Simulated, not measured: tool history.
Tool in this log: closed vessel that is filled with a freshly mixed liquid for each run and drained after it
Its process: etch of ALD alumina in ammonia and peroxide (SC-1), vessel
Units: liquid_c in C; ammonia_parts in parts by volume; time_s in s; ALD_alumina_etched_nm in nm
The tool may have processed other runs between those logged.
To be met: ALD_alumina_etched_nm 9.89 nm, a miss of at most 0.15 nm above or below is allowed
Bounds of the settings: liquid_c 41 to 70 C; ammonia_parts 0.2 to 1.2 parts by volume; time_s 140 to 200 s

run	hour	liquid_c	ammonia_parts	time_s	ALD_alumina_etched_nm
1	0	57	0.7	200	9.2024
2	1.6	57.5	0.7	200	9.4277
3	4.6	57.5	0.45	200	9.0427
4	8.9	57.5	0.35	200	8.7944
5	18.2	63	0.35	200	11.724
6	22	62.5	0.35	200	11.389
7	24	62	0.35	200	11.102
8	26.7	61.5	0.35	200	10.803
9	33.8	61	0.35	200	10.545
10	35.1	60.5	0.35	200	10.282

Which one of the following 5 next-run settings gets every result inside its allowed miss? There is exactly one.
A	36.4	60.5	0.3	195	?
B	36.4	59.5	0.3	200	?
C	36.4	58.5	0.4	200	?
D	36.4	57.5	0.7	200	?
E	36.4	58.5	0.6	195	?

move	ALD_alumina_etched_nm
A	9.8714
B	9.6177
C	9.3852
D	9.3932
E	9.5079
A: all results land within tolerance of their targets
B: pushes the last run's worst result past its target
C: pushes the last run's worst result past its target
D: pushes the last run's worst result past its target
E: pushes the last run's worst result past its target
Go with A: it meets all targets.

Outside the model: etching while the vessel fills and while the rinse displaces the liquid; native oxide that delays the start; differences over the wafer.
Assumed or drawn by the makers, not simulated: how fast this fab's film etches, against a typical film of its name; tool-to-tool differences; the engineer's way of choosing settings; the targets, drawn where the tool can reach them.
